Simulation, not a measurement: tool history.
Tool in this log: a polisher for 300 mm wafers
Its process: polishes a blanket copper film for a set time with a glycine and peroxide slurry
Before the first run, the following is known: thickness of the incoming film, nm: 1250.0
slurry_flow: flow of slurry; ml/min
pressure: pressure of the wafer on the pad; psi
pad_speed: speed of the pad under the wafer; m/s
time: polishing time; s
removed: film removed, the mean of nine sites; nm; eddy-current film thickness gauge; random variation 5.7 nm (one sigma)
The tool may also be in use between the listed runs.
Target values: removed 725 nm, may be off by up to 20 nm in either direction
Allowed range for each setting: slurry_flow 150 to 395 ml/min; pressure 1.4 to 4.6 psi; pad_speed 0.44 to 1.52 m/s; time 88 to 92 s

Run 1, hour 0: slurry_flow 250 ml/min, pressure 3 psi, pad_speed 0.98 m/s, time 88 s. Result: removed 546.47 nm.
Run 2, hour 5.1: slurry_flow 255 ml/min, pressure 3.2 psi, pad_speed 0.98 m/s, time 88 s. Result: removed 575.44 nm.
Run 3, hour 13.3: slurry_flow 255 ml/min, pressure 3.2 psi, pad_speed 0.82 m/s, time 88 s. Result: removed 498.55 nm.
Run 4, hour 14.4: slurry_flow 195 ml/min, pressure 3.2 psi, pad_speed 0.82 m/s, time 88 s. Result: removed 486.01 nm.
Run 5, hour 18: slurry_flow 195 ml/min, pressure 3.2 psi, pad_speed 0.82 m/s, time 92 s. Result: removed 507.35 nm.
Run 6, hour 19.6: slurry_flow 195 ml/min, pressure 3.2 psi, pad_speed 0.82 m/s, time 88 s. Result: removed 482.87 nm.
Run 7, hour 24: slurry_flow 205 ml/min, pressure 3.5 psi, pad_speed 0.82 m/s, time 88 s. Result: removed 528.54 nm.
Run 8, hour 31.7: slurry_flow 215 ml/min, pressure 3.7 psi, pad_speed 0.82 m/s, time 88 s. Result: removed 556.83 nm.
Run 9, hour 35.9: slurry_flow 225 ml/min, pressure 3.9 psi, pad_speed 0.82 m/s, time 88 s. Result: removed 586.29 nm.
Run 10, hour 42.9: slurry_flow 230 ml/min, pressure 4 psi, pad_speed 0.82 m/s, time 88 s. Result: removed 597.53 nm.
Run 11, hour 50: slurry_flow 235 ml/min, pressure 4.1 psi, pad_speed 0.82 m/s, time 88 s. Result: removed 612.99 nm.
Run 12, hour 58.1: slurry_flow 235 ml/min, pressure 4.1 psi, pad_speed 0.82 m/s, time 88 s. Result: removed 613.09 nm.
Run 13, hour 65.7: slurry_flow 240 ml/min, pressure 4.2 psi, pad_speed 0.82 m/s, time 88 s. Result: removed 627.49 nm.
Run 14, hour 74.6: slurry_flow 240 ml/min, pressure 4.3 psi, pad_speed 0.82 m/s, time 88 s. Result: removed 640.77 nm.

Which of these 5 next moves meets every target?
Run A, hour 83.5: slurry_flow 195 ml/min, pressure 3.7 psi, pad_speed 0.72 m/s, time 92 s. Result: removed ?.
Run B, hour 83.5: slurry_flow 150 ml/min, pressure 4.2 psi, pad_speed 1.16 m/s, time 90 s. Result: removed ?.
Run C, hour 83.5: slurry_flow 320 ml/min, pressure 4.5 psi, pad_speed 0.78 m/s, time 92 s. Result: removed ?.
Run D, hour 83.5: slurry_flow 245 ml/min, pressure 4.3 psi, pad_speed 0.84 m/s, time 92 s. Result: removed ?.
Run E, hour 83.5: slurry_flow 245 ml/min, pressure 4.3 psi, pad_speed 0.9 m/s, time 91 s. Result: removed ?.

move  removed
   A   514.31
   B   787.35
   C   685.23
   D   680.45
   E   712.09
A: its largest miss is bigger than the last run's
B: moves the result that the last run missed by most past its target, out the other side
C: closer than the last run, but not yet in spec
D: closer than the last run, but not yet in spec
E: each result inside its tolerance
Correct choice: E, which meets every target
